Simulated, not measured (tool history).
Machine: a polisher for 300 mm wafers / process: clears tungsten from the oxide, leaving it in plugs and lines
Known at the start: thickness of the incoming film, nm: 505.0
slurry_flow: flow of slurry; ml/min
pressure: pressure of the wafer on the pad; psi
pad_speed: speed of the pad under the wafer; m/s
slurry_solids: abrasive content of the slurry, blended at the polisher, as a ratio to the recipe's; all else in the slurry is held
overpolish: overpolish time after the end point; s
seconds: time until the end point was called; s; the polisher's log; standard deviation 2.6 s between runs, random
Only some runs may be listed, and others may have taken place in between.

run,hour,slurry_flow,pressure,pad_speed,slurry_solids,overpolish,seconds
1,0,135,3.1,1.22,1,26,112.97
2,7.8,135,2.9,1.22,1,26,118.35
3,9.2,135,2.7,1.22,1,26,126.12
4,10.6,135,2.6,1.22,1,26,132.97
5,13,135,2.6,1.22,1,28,131.37
6,16.4,135,2.6,1.22,1.1,28,130.11
7,17.8,135,2.5,1.22,1.1,28,131.63

Expected results for the next run?
8,21.2,135,2.4,1.22,1.1,28,?

seconds: 136.33 s

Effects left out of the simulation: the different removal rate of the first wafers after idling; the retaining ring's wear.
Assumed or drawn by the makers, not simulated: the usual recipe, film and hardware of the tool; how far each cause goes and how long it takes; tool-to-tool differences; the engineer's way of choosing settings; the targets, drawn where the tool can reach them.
